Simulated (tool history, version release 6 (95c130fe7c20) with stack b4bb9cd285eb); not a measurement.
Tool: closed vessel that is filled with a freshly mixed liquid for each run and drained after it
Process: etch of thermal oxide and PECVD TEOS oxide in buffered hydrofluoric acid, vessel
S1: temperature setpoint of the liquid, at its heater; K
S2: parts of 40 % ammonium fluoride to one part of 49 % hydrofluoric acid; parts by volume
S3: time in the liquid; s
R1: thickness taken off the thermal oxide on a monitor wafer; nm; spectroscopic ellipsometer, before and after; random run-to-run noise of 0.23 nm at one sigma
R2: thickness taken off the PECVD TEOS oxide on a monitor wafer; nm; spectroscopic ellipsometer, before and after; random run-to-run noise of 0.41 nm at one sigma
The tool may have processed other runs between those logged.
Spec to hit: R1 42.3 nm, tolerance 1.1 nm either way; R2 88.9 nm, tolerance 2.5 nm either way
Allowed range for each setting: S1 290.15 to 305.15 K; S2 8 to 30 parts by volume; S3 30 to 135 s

run    day      S1    S2  S3      R1      R2
  1      0  297.15  21.5  70  35.786   74.56
  2  0.233  298.65  21.5  70  38.485  80.868
  3  0.367  299.15  21.5  70  39.556  83.674
  4  0.608  299.65  21.5  70  40.777  85.558
  5  0.662  299.65  25.5  70  36.281  76.041
  6  0.758  299.65  25.5  90  46.573  97.797
  7  1.042  299.15  25.5  90  44.847  95.793
  8  1.275  298.65  25.5  90  43.997  92.843

Of the 4 settings listed for the next run, only one would bring every result within its allowed miss of target. Which one?
  A  1.508  297.65  22.5  80   ?   ?
  B  1.508  297.65  23.5  95   ?   ?
  C  1.508  298.65    27  90   ?   ?
  D  1.508  302.65    23  70   ?   ?

move      R1      R2
   A  40.521  85.191
   B  46.701  98.182
   C  42.469  89.287
   D  45.713  96.106
A: moves the result that the last run missed by most past its target, out the other side
B: lands further from the targets than the last run did
C: meets every target
D: lands further from the targets than the last run did
The right move is C.
